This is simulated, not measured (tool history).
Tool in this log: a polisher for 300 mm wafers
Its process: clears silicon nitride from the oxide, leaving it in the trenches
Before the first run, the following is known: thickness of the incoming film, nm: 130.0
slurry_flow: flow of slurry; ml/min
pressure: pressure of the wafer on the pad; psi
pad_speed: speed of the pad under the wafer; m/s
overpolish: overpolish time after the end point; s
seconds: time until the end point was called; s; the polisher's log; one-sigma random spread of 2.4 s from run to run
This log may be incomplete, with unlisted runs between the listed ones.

run	hour	slurry_flow	pressure	pad_speed	overpolish	seconds
1	0.0	265	2.4	1.26	9	178.90
2	5.4	265	2.3	1.26	9	190.88
3	11.6	265	2.3	1.26	9	185.25
4	16.6	265	2.2	1.26	9	195.59
5	20.1	265	2.1	1.26	9	206.81
6	21.6	265	2.1	1.26	9	202.27
7	25.9	265	2.0	1.26	9	211.91

Run 8 has not been measured yet. What should we expect?
8	31.9	265	1.9	1.26	9	?

seconds: 230.05 s
